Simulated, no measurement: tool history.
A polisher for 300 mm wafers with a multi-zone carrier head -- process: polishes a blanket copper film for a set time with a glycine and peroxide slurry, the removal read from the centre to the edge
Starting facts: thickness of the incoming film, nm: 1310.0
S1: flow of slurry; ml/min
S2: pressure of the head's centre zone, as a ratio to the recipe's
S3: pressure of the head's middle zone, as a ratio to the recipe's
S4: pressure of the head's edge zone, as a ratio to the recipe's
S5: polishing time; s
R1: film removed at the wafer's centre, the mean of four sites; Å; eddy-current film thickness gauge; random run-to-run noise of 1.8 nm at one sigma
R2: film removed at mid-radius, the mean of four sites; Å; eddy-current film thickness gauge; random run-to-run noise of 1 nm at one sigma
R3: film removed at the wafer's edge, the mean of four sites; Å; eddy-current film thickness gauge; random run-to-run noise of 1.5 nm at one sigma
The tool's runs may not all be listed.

| run | hour | S1 | S2 | S3 | S4 | S5 | R1 | R2 | R3 |
|---|---|---|---|---|---|---|---|---|---|
| 1 | 0.0 | 280 | 1.00 | 1.00 | 1.00 | 46 | 1488.3 | 1480.5 | 1469.6 |
| 2 | 3.0 | 280 | 1.00 | 1.00 | 0.91 | 46 | 1475.1 | 1501.8 | 1384.8 |
| 3 | 7.7 | 280 | 1.00 | 1.00 | 0.83 | 46 | 1438.7 | 1501.4 | 1361.5 |
| 4 | 11.4 | 280 | 0.92 | 1.00 | 0.83 | 46 | 1365.7 | 1480.5 | 1354.8 |
| 5 | 14.6 | 255 | 0.92 | 1.00 | 0.83 | 46 | 1354.3 | 1483.4 | 1351.8 |
| 6 | 20.6 | 255 | 0.92 | 1.00 | 0.83 | 57 | 1678.6 | 1840.6 | 1666.7 |
| 7 | 27.4 | 250 | 0.91 | 0.97 | 0.84 | 57 | 1673.0 | 1791.3 | 1683.6 |
| 8 | 33.0 | 245 | 0.91 | 0.95 | 0.84 | 57 | 1621.2 | 1754.6 | 1675.2 |
| 9 | 38.5 | 245 | 0.92 | 0.93 | 0.84 | 57 | 1674.3 | 1713.4 | 1666.5 |
| 10 | 43.7 | 240 | 0.91 | 0.92 | 0.85 | 57 | 1632.4 | 1718.8 | 1655.3 |
| 11 | 47.0 | 215 | 0.93 | 0.82 | 0.92 | 57 | 1654.8 | 1506.6 | 1681.0 |

For run 12, what comes out?
| 12 | 53.9 | 225 | 0.92 | 0.83 | 0.91 | 57 | ? | ? | ? |

For run 12 the tool returned R1 1642.7 Å, R2 1540.7 Å, R3 1689.4 Å.
